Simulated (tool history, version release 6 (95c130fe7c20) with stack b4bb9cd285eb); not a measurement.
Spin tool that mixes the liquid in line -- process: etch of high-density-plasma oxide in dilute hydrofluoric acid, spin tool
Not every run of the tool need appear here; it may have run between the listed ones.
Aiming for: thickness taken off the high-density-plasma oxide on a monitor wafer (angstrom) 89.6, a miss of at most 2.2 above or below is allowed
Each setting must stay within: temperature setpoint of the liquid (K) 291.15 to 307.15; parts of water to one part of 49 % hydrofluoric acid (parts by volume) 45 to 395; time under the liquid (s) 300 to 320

| run | day | temperature setpoint of the liquid (K) | parts of water to one part of 49 % hydrofluoric acid (parts by volume) | time under the liquid (s) | thickness taken off the high-density-plasma oxide on a monitor wafer (angstrom) |
|---|---|---|---|---|---|
| 1 | 0 | 299.15 | 220 | 300 | 75.487 |
| 2 | 0.038 | 302.15 | 220 | 300 | 83.181 |
| 3 | 0.367 | 302.65 | 220 | 300 | 84.635 |
| 4 | 0.479 | 303.15 | 220 | 300 | 85.766 |
| 5 | 0.688 | 300.65 | 220 | 300 | 79.231 |
| 6 | 0.925 | 301.65 | 220 | 300 | 81.733 |
| 7 | 1.25 | 302.15 | 220 | 300 | 83.992 |
| 8 | 1.45 | 302.65 | 220 | 300 | 84.42 |

4 candidate next runs follow, results not yet known. Just one meets every target within its allowed miss. Identify it.
| A | 1.65 | 305.65 | 250 | 320 | ? |
| B | 1.65 | 295.15 | 185 | 320 | ? |
| C | 1.65 | 302.65 | 235 | 320 | ? |
| D | 1.65 | 301.65 | 210 | 310 | ? |

| move | thickness taken off the high-density-plasma oxide on a monitor wafer (angstrom) |
|---|---|
| A | 84.912 |
| B | 85.331 |
| C | 83.268 |
| D | 89.806 |
A: better than the last run, though not everything is in spec
B: better than the last run, though not everything is in spec
C: the biggest miss grows against the last run
D: each result inside its tolerance
So the answer is move D, the one that meets all the targets.
